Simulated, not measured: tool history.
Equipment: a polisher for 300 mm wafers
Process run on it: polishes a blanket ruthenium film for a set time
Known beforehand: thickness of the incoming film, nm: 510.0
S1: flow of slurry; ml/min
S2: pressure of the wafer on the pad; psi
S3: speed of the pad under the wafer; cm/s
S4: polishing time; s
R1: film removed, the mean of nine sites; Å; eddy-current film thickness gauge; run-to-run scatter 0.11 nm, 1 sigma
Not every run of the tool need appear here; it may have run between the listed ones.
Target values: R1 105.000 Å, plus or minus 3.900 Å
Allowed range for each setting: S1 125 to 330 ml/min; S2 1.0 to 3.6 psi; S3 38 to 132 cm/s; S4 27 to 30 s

{"run": 1, "hour": 0.0, "S1": 210, "S2": 2.3, "S3": 84, "S4": 30, "R1": 295.26}
{"run": 2, "hour": 1.0, "S1": 210, "S2": 2.3, "S3": 96, "S4": 30, "R1": 333.25}
{"run": 3, "hour": 7.4, "S1": 175, "S2": 2.3, "S3": 96, "S4": 30, "R1": 322.91}
{"run": 4, "hour": 12.6, "S1": 175, "S2": 2.2, "S3": 90, "S4": 30, "R1": 289.99}
{"run": 5, "hour": 15.7, "S1": 175, "S2": 2.2, "S3": 110, "S4": 30, "R1": 353.64}
{"run": 6, "hour": 20.3, "S1": 175, "S2": 2.2, "S3": 110, "S4": 27, "R1": 313.19}
{"run": 7, "hour": 21.1, "S1": 170, "S2": 2.1, "S3": 104, "S4": 27, "R1": 288.28}
{"run": 8, "hour": 29.9, "S1": 155, "S2": 1.5, "S3": 80, "S4": 27, "R1": 156.94}
{"run": 9, "hour": 35.8, "S1": 155, "S2": 1.4, "S3": 78, "S4": 27, "R1": 145.73}
{"run": 10, "hour": 41.9, "S1": 145, "S2": 1.2, "S3": 74, "S4": 27, "R1": 117.59}

Which of these 4 next moves meets every target?
{"run": "A", "hour": 48.0, "S1": 175, "S2": 1.0, "S3": 68, "S4": 27, "R1": "?"}
{"run": "B", "hour": 48.0, "S1": 155, "S2": 1.1, "S3": 70, "S4": 27, "R1": "?"}
{"run": "C", "hour": 48.0, "S1": 210, "S2": 1.3, "S3": 52, "S4": 27, "R1": "?"}
{"run": "D", "hour": 48.0, "S1": 140, "S2": 1.0, "S3": 70, "S4": 27, "R1": "?"}

move=A R1=93.806
move=B R1=103.380
move=C R1=95.305
move=D R1=92.798
A: carries the result that was furthest off beyond its target, to the other side
B: every result within its allowed miss
C: carries the result that was furthest off beyond its target, to the other side
D: carries the result that was furthest off beyond its target, to the other side
The move that meets every target is B.
